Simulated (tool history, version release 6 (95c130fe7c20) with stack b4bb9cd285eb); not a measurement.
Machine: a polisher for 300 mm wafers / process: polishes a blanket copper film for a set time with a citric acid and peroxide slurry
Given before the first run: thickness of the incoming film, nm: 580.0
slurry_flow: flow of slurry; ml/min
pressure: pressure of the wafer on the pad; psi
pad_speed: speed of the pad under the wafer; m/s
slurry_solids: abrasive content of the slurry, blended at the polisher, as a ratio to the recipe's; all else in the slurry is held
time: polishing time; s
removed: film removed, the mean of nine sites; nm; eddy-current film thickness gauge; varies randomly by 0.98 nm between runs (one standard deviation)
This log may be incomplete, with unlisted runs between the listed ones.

run,hour,slurry_flow,pressure,pad_speed,slurry_solids,time,removed
1,0,175,2.2,1.16,1,30,51.849
2,7,175,2.2,1.38,1,30,58.565
3,8.9,175,2.2,1.38,0.8,30,57.089
4,11.2,175,2.3,1.38,0.8,30,60.761
5,15.4,175,2.3,1.38,0.8,27,53.645
6,16.5,175,2.4,1.38,0.8,27,56.4

Estimate the outcome of run 7 from the log above:
7,18.5,175,2.5,1.38,0.8,27,?

removed: 59.105 nm
